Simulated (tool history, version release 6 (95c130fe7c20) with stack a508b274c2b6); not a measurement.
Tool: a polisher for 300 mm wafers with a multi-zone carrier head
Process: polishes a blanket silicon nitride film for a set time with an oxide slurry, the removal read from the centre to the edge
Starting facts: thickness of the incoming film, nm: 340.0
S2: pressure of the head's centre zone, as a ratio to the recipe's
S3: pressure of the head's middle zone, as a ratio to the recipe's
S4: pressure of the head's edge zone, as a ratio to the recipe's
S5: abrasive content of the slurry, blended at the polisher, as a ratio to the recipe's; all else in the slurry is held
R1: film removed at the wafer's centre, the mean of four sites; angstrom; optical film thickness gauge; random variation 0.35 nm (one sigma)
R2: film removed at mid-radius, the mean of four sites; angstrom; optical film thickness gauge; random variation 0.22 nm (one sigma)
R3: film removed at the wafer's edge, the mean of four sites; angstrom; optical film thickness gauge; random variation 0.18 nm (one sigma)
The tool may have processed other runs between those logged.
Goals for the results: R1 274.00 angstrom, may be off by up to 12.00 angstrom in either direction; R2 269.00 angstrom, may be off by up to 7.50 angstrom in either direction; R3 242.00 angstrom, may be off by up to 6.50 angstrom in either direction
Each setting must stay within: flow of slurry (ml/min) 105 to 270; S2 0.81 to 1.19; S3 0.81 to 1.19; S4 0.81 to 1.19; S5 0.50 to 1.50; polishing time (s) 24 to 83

{"run": 1, "hour": 0.0, "flow of slurry (ml/min)": 175, "S2": 1.0, "S3": 1.0, "S4": 1.0, "S5": 1.0, "polishing time (s)": 53, "R1": 277.15, "R2": 280.71, "R3": 279.98}
{"run": 2, "hour": 4.7, "flow of slurry (ml/min)": 170, "S2": 1.01, "S3": 1.0, "S4": 0.97, "S5": 1.0, "polishing time (s)": 53, "R1": 279.4, "R2": 280.34, "R3": 278.05}
{"run": 3, "hour": 5.9, "flow of slurry (ml/min)": 170, "S2": 1.01, "S3": 0.93, "S4": 0.97, "S5": 1.0, "polishing time (s)": 53, "R1": 276.37, "R2": 264.49, "R3": 277.54}
{"run": 4, "hour": 12.0, "flow of slurry (ml/min)": 170, "S2": 1.06, "S3": 0.93, "S4": 0.97, "S5": 1.0, "polishing time (s)": 53, "R1": 290.47, "R2": 265.0, "R3": 281.22}
{"run": 5, "hour": 13.4, "flow of slurry (ml/min)": 170, "S2": 1.06, "S3": 0.93, "S4": 1.0, "S5": 1.0, "polishing time (s)": 53, "R1": 296.7, "R2": 263.12, "R3": 282.95}
{"run": 6, "hour": 20.8, "flow of slurry (ml/min)": 170, "S2": 1.11, "S3": 0.93, "S4": 1.0, "S5": 1.0, "polishing time (s)": 53, "R1": 297.0, "R2": 261.73, "R3": 279.8}
{"run": 7, "hour": 29.3, "flow of slurry (ml/min)": 165, "S2": 1.12, "S3": 0.95, "S4": 0.97, "S5": 1.0, "polishing time (s)": 53, "R1": 306.4, "R2": 266.75, "R3": 280.41}
{"run": 8, "hour": 30.5, "flow of slurry (ml/min)": 165, "S2": 1.12, "S3": 0.97, "S4": 0.95, "S5": 0.95, "polishing time (s)": 53, "R1": 298.4, "R2": 259.95, "R3": 262.18}
{"run": 9, "hour": 34.7, "flow of slurry (ml/min)": 140, "S2": 1.06, "S3": 1.07, "S4": 0.9, "S5": 0.95, "polishing time (s)": 53, "R1": 274.06, "R2": 281.27, "R3": 253.58}

Next run, 5 choices. One meets every target within its allowed miss, the rest don't. Which?
{"run": "A", "hour": 38.9, "flow of slurry (ml/min)": 225, "S2": 1.09, "S3": 1.05, "S4": 0.88, "S5": 0.9, "polishing time (s)": 51, "R1": "?", "R2": "?", "R3": "?"}
{"run": "B", "hour": 38.9, "flow of slurry (ml/min)": 175, "S2": 1.07, "S3": 1.17, "S4": 0.86, "S5": 0.85, "polishing time (s)": 55, "R1": "?", "R2": "?", "R3": "?"}
{"run": "C", "hour": 38.9, "flow of slurry (ml/min)": 125, "S2": 0.98, "S3": 1.06, "S4": 0.87, "S5": 0.9, "polishing time (s)": 60, "R1": "?", "R2": "?", "R3": "?"}
{"run": "D", "hour": 38.9, "flow of slurry (ml/min)": 120, "S2": 1.0, "S3": 1.04, "S4": 0.92, "S5": 0.9, "polishing time (s)": 58, "R1": "?", "R2": "?", "R3": "?"}
{"run": "E", "hour": 38.9, "flow of slurry (ml/min)": 120, "S2": 1.01, "S3": 1.08, "S4": 0.9, "S5": 1.15, "polishing time (s)": 50, "R1": "?", "R2": "?", "R3": "?"}

move=A R1=267.75 R2=267.85 R3=241.98
move=B R1=263.95 R2=295.23 R3=241.98
move=C R1=264.81 R2=295.71 R3=268.72
move=D R1=258.81 R2=279.64 R3=265.50
move=E R1=262.33 R2=290.09 R3=263.89
A: all results in spec
B: gets the furthest-off result to its target, but another result is out of tolerance
C: further off than the last run
D: further off than the last run
E: further off than the last run
Correct choice: A, which meets every target
